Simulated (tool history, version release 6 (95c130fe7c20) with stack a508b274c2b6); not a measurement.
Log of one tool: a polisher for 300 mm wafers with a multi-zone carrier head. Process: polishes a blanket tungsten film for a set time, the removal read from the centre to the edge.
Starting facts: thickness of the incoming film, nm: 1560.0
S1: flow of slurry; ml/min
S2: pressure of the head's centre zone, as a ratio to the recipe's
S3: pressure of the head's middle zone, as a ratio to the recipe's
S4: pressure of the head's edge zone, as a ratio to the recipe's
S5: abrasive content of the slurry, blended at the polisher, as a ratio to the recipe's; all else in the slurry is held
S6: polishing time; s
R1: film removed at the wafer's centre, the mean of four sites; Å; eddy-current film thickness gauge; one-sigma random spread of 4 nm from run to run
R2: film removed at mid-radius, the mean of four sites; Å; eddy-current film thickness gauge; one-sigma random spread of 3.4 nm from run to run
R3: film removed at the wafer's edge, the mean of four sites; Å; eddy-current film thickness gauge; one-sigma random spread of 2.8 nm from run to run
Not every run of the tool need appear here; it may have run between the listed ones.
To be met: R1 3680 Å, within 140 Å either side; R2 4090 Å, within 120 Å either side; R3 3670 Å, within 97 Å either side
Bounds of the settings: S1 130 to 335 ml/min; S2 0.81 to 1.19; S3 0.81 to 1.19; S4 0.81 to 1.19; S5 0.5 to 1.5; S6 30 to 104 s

run,hour,S1,S2,S3,S4,S5,S6,R1,R2,R3
1,0,215,1,1,1,1,67,4220.1,4020.5,4064.4
2,2.6,205,0.98,1.01,0.98,1,67,4142.3,4017.2,4029.7
3,8,205,0.98,1.01,1.03,1,67,4003,4097.4,4171.9
4,10.6,200,0.97,1.03,1,0.95,67,3965,4012.5,3975
5,13.8,200,1.04,1.03,1,0.95,67,4221.4,4110.5,4029.6
6,20.8,200,1.04,1.03,1.03,0.95,67,4242.5,4031.5,4024.6
# hour 22.7: slurry nozzle cleaned
7,22.7,195,1.02,1.05,1.01,0.9,67,4289.6,4241.7,4060.9
8,28.9,190,0.99,1.05,0.99,0.85,66,4007,4115.2,3937.7
9,30.4,185,0.98,1.06,0.97,0.8,66,3841.8,4060.3,3786.7

Below are 4 possible settings for the next run. Only one of them brings all results inside the allowed miss of their targets. Which is it?
A,31.9,220,1.04,1.04,1.05,0.9,62,?,?,?
B,31.9,170,0.89,1.04,0.93,0.85,69,?,?,?
C,31.9,130,0.96,1.11,0.94,0.95,64,?,?,?
D,31.9,155,1.01,1.06,0.98,0.8,66,?,?,?

move,R1,R2,R3
A,4119.4,3941.6,3915.7
B,3765.1,4214.3,3975.2
C,3715.7,4096.9,3705.4
D,3972.9,3995.6,3814.1
A: misses by more than the last run did
B: misses by more than the last run did
C: every result lands within tolerance
D: misses by more than the last run did
C is the move that brings every result within its allowed miss.
